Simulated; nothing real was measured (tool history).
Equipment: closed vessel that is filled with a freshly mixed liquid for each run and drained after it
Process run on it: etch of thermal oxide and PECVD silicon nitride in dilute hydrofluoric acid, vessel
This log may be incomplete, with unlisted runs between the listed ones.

| run | hour | temperature setpoint of the liquid (C) | parts of water to one part of 49 % hydrofluoric acid (parts by volume) | time in the liquid (s) | thickness taken off the thermal oxide on a monitor wafer (nm) | thickness taken off the PECVD silicon nitride on a monitor wafer (nm) |
|---|---|---|---|---|---|---|
| 1 | 0 | 23 | 95 | 375 | 17.725 | 18.004 |
| 2 | 8.4 | 25.5 | 95 | 375 | 19.566 | 21.126 |
| 3 | 11.6 | 22 | 95 | 375 | 16.879 | 16.769 |
| 4 | 12.9 | 22 | 60 | 375 | 27.995 | 26.242 |
| 5 | 15.1 | 24 | 60 | 380 | 30.689 | 30.272 |
| 6 | 22.3 | 25.5 | 65 | 385 | 30.468 | 31.486 |
| 7 | 26.8 | 26.5 | 65 | 385 | 31.689 | 33.908 |
| 8 | 27.7 | 27.5 | 65 | 385 | 33.213 | 35.994 |

Estimate the outcome of run 9 from the log above:
| 9 | 28.4 | 28 | 65 | 385 | ? | ? |

Run 9 gave thickness taken off the thermal oxide on a monitor wafer (nm) 33.305, thickness taken off the PECVD silicon nitride on a monitor wafer (nm) 37.009.
